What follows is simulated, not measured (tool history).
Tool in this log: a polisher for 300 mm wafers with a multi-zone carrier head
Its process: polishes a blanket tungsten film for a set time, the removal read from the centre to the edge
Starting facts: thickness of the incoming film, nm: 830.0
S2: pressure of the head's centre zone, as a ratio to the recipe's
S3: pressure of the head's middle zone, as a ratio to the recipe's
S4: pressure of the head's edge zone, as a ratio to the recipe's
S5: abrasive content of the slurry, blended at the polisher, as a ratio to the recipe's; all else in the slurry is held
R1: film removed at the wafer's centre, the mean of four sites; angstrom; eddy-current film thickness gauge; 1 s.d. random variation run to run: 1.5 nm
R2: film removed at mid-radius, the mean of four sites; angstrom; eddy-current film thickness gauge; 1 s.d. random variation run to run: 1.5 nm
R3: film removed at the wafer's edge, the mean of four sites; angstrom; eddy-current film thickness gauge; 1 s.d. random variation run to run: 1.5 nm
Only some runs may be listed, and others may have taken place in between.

Run 1, hour 0: flow of slurry (ml/min) 300, S2 1, S3 1, S4 1, S5 1, polishing time (s) 42. Result: R1 1024.3 angstrom, R2 1073 angstrom, R3 968.31 angstrom.
Run 2, hour 7: flow of slurry (ml/min) 300, S2 1, S3 0.92, S4 1, S5 1, polishing time (s) 42. Result: R1 1030.3 angstrom, R2 1014.7 angstrom, R3 1000.7 angstrom.
Run 3, hour 11.5: flow of slurry (ml/min) 300, S2 1, S3 0.92, S4 1, S5 1, polishing time (s) 36. Result: R1 893.42 angstrom, R2 878.03 angstrom, R3 864.11 angstrom.
Run 4, hour 15.2: flow of slurry (ml/min) 300, S2 0.98, S3 0.92, S4 1.04, S5 1.15, polishing time (s) 40. Result: R1 994.84 angstrom, R2 998.54 angstrom, R3 996.3 angstrom.
Run 5, hour 16.4: flow of slurry (ml/min) 300, S2 0.91, S3 0.92, S4 1.04, S5 1.15, polishing time (s) 40. Result: R1 926.13 angstrom, R2 993.79 angstrom, R3 994.84 angstrom.
Run 6, hour 21: flow of slurry (ml/min) 300, S2 0.91, S3 0.91, S4 1.07, S5 1.25, polishing time (s) 43. Result: R1 1005.1 angstrom, R2 1050.6 angstrom, R3 1102.3 angstrom.
Run 7, hour 26.1: flow of slurry (ml/min) 300, S2 0.91, S3 0.91, S4 1.07, S5 1.25, polishing time (s) 43. Result: R1 1007.4 angstrom, R2 1066.5 angstrom, R3 1095.3 angstrom.
Run 8, hour 32.9: flow of slurry (ml/min) 300, S2 0.91, S3 0.91, S4 1.09, S5 1.35, polishing time (s) 46. Result: R1 1072 angstrom, R2 1165.9 angstrom, R3 1217.8 angstrom.
Run 9, hour 40.7: flow of slurry (ml/min) 300, S2 0.91, S3 0.91, S4 1.09, S5 1.35, polishing time (s) 46. Result: R1 1102.9 angstrom, R2 1190.4 angstrom, R3 1195.6 angstrom.

Forecast run 10:
Run 10, hour 47.1: flow of slurry (ml/min) 300, S2 0.91, S3 0.91, S4 1.09, S5 1.35, polishing time (s) 46. Result: R1 ?, R2 ?, R3 ?.

Run 10 came out at R1 1085.8 angstrom, R2 1180.8 angstrom, R3 1202.7 angstrom.
